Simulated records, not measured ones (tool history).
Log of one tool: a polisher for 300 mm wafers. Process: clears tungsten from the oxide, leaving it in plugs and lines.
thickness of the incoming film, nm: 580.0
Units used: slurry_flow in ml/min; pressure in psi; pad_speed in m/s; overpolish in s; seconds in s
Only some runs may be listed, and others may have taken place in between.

run,hour,slurry_flow,pressure,pad_speed,slurry_solids,overpolish,seconds
1,0,265,4.1,1.34,1,15,79.788
2,8.9,265,3.6,1.34,1,15,91.633
3,13.6,215,3.6,1.34,1,15,92.445
4,20.4,215,3.1,1.34,1,15,108.04
5,25.2,215,2.9,1.32,1,15,116.05
6,29.8,215,2.8,1.32,1,15,119.52
7,37.9,215,2.7,1.32,1,15,125.45
8,43.5,215,2.6,1.32,1,15,130.89

Expected results for the next run?
9,45.7,215,2.5,1.32,1,15,?

seconds: 134.64 s
